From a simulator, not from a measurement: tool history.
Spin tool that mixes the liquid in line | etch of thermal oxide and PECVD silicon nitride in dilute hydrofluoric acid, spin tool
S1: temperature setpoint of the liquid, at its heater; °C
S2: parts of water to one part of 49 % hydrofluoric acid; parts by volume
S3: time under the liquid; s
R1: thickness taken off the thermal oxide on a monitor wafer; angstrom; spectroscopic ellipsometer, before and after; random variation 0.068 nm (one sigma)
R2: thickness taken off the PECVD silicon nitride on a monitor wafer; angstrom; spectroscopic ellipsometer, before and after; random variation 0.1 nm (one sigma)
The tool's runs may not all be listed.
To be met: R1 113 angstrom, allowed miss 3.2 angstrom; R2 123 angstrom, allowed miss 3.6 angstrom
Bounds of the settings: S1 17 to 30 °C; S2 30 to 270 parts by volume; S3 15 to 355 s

run  hour    S1   S2   S3      R1      R2
  1     0    22  150  180  51.477  52.385
  2   1.3  20.5  150  180  48.881  47.599
  3   9.8  20.5  170  180  41.933  42.354
  4  17.5  20.5  115  180  65.477  62.161
  5  21.7  22.5  105  180  78.818  77.449
  6  23.7    24  100  180  87.132  89.402
  7  30.4  24.5   95  180  95.985  97.812
  8  34.1    25   95  180  96.361  102.09
  9  37.6  25.5   90  180  105.43  110.12
 10  43.2    26   90  180  107.42  113.39
 11  45.8  26.5   90  180   108.4  118.71
 12  54.5  26.5   85  180  116.02  124.16
 13  61.9  26.5   90  180  109.04  118.42
 14  68.6    27   85  180  118.35   130.4
 15  71.1  26.5   85  180  115.35  124.37
 16  79.1  26.5   90  180  108.81  120.17
 17  81.9  26.5   85  180   116.2  124.93

Which of these 4 next moves meets every target?
  A  84.7  25.5   80  180   ?   ?
  B  84.7  24.5  105  255   ?   ?
  C  84.7  26.5   95  200   ?   ?
  D  84.7    27  105  225   ?   ?

move      R1      R2
   A  119.23  123.29
   B  119.84  124.99
   C  113.77  123.32
   D  116.52  129.69
A: further off than the last run
B: further off than the last run
C: meets every target
D: further off than the last run
Answer: C
